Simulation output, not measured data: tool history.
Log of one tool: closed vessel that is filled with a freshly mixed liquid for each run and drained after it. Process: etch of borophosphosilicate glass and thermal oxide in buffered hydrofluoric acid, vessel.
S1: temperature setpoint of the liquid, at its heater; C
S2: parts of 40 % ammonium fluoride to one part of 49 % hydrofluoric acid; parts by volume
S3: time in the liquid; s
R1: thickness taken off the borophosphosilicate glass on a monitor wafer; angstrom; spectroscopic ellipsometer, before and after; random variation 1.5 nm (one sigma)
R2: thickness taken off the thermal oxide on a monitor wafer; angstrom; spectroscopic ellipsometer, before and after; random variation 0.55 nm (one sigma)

run    day    S1    S2  S3       R1      R2
  1  0.000  25.0  23.5  60  1097.80  349.11
  2  0.133  25.0  29.0  60   929.26  300.55
  3  0.267  25.0  29.0  40   615.68  201.77
  4  0.567  27.0  23.0  40   813.64  263.75
  5  0.800  27.0  18.0  40   992.94  318.30
  6  0.954  27.0  18.0  60  1492.80  485.77
  7  1.112  27.0  18.0  60  1469.60  478.57

The next listed run, before its measurement:
  8  1.312  27.5  17.5  60   ?   ?

Run 8 gave R1 1579.30 angstrom, R2 504.99 angstrom.
